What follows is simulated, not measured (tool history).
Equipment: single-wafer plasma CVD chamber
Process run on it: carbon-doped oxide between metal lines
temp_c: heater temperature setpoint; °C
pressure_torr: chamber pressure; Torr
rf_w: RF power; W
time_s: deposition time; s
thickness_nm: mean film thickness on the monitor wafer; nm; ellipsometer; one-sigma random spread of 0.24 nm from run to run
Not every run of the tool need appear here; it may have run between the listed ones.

run  hour  temp_c  pressure_torr  rf_w  time_s  thickness_nm
  1   0.0     365           6.19   435    20.0        89.055
  2   2.3     375           6.19   435    20.0        87.282
  3   9.2     376           6.12   420    20.0        84.394
  4  12.8     377           6.04   410    20.0        82.103
  5  17.3     377           6.49   410    20.0        82.519
  6  21.9     377           6.49   410    20.6        84.605

For run 7, what comes out?
  7  23.5     377           6.49   400    20.6             ?

Logged for run 7: thickness_nm 83.469 nm.

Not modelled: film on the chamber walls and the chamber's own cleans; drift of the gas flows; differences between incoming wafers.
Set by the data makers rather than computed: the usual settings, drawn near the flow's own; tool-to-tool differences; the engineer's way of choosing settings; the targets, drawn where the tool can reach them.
